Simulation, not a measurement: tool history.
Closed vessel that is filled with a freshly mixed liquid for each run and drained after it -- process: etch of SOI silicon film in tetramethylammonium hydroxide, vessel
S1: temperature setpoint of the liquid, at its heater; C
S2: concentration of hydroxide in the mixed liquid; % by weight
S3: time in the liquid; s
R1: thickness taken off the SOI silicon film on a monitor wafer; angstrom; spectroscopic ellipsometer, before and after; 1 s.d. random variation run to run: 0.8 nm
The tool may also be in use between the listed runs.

| run | hour | S1 | S2 | S3 | R1 |
|---|---|---|---|---|---|
| 1 | 0.0 | 64.0 | 9 | 30 | 1659.8 |
| 2 | 6.1 | 64.0 | 9 | 30 | 1704.4 |
| 3 | 8.8 | 59.0 | 9 | 30 | 1239.7 |
| 4 | 9.8 | 59.0 | 10 | 30 | 1163.3 |
| 5 | 14.2 | 58.0 | 10 | 30 | 1100.7 |
| 6 | 19.2 | 57.5 | 10 | 30 | 1075.4 |

For run 7, what comes out?
| 7 | 21.3 | 57.0 | 10 | 30 | ? |

R1: 1047.4 angstrom
